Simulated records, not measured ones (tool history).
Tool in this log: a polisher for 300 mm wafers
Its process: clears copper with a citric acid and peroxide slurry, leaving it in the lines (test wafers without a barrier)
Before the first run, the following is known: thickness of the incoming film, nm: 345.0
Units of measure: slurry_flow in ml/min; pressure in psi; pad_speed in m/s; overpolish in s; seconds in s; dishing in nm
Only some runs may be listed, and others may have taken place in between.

Run 1, day 0: slurry_flow 245 ml/min, pressure 2.6 psi, pad_speed 1.34 m/s, slurry_solids 1, overpolish 10 s. Result: seconds 124.5 s, dishing 14.782 nm.
Run 2, day 0.079: slurry_flow 250 ml/min, pressure 2.8 psi, pad_speed 1.34 m/s, slurry_solids 1, overpolish 9 s. Result: seconds 114.18 s, dishing 14.278 nm.
Run 3, day 0.25: slurry_flow 250 ml/min, pressure 3.1 psi, pad_speed 1.34 m/s, slurry_solids 1, overpolish 9 s. Result: seconds 107.38 s, dishing 15.298 nm.
Run 4, day 0.533: slurry_flow 250 ml/min, pressure 3.1 psi, pad_speed 1.64 m/s, slurry_solids 1, overpolish 9 s. Result: seconds 92.921 s, dishing 16.423 nm.
Run 5, day 0.612: slurry_flow 250 ml/min, pressure 3.1 psi, pad_speed 1.46 m/s, slurry_solids 1, overpolish 9 s. Result: seconds 99.246 s, dishing 16.027 nm.
Run 6, day 0.808: slurry_flow 250 ml/min, pressure 3.1 psi, pad_speed 1.46 m/s, slurry_solids 0.85, overpolish 9 s. Result: seconds 101.55 s, dishing 16.432 nm.

Predict the results of run 7:
Run 7, day 0.992: slurry_flow 255 ml/min, pressure 3.2 psi, pad_speed 1.46 m/s, slurry_solids 0.85, overpolish 8 s. Result: seconds ?, dishing ?.

{"run 7": {"seconds": 100.35, "dishing": 14.341}}
